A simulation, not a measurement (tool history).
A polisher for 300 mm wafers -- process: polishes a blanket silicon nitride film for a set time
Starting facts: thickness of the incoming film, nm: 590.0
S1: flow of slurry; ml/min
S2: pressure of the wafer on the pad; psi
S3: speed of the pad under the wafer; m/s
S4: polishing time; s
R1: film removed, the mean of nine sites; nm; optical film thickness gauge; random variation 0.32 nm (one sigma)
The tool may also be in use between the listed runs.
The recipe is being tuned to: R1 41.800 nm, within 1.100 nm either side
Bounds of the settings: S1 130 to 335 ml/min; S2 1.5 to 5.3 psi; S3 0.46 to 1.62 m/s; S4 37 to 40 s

run,hour,S1,S2,S3,S4,R1
1,0.0,215,3.4,1.04,40,79.484
2,4.5,215,3.4,1.04,37,73.577
3,6.3,210,3.1,1.04,37,68.139
4,10.1,210,2.4,1.04,37,54.792
5,11.9,260,2.4,1.04,37,56.875
6,17.7,255,2.3,1.04,37,54.079
7,19.1,255,2.2,1.04,37,52.392
8,20.7,255,2.1,1.04,37,50.273
9,25.6,250,2.0,1.04,37,47.825
10,26.7,240,2.0,1.04,37,47.812
# hour 29.5: slurry nozzle cleaned
11,29.5,230,2.0,1.04,37,49.682

Which of these 4 next moves meets every target?
A,32.3,215,1.8,1.00,37,?
B,32.3,235,1.9,0.94,38,?
C,32.3,160,2.1,0.82,40,?
D,32.3,205,1.8,0.94,37,?

move,R1
A,44.493
B,45.966
C,45.081
D,42.244
A: nearer than the last run, and not there yet
B: nearer than the last run, and not there yet
C: nearer than the last run, and not there yet
D: in spec on every target
Move D is the one to make.
